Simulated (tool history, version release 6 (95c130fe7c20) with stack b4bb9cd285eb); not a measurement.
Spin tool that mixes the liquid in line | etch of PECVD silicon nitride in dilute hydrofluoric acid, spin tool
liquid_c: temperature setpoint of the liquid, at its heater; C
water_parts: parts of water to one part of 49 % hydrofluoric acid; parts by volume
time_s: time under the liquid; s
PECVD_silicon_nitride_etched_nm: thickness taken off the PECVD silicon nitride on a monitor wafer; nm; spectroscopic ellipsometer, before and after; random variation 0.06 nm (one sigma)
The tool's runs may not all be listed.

| run | hour | liquid_c | water_parts | time_s | PECVD_silicon_nitride_etched_nm |
|---|---|---|---|---|---|
| 1 | 0 | 21 | 45 | 170 | 10.335 |
| 2 | 2.4 | 20.5 | 45 | 170 | 10.058 |
| 3 | 6.9 | 22.5 | 45 | 170 | 11.649 |
| 4 | 12.5 | 22.5 | 45 | 170 | 11.584 |
| 5 | 18 | 22 | 45 | 170 | 11.279 |
| 6 | 24.1 | 21.5 | 45 | 170 | 10.624 |
| 7 | 31.3 | 21 | 45 | 170 | 10.417 |

Forecast run 8:
| 8 | 33.4 | 20.5 | 45 | 170 | ? |

Run 8 gave PECVD_silicon_nitride_etched_nm 10.094 nm.
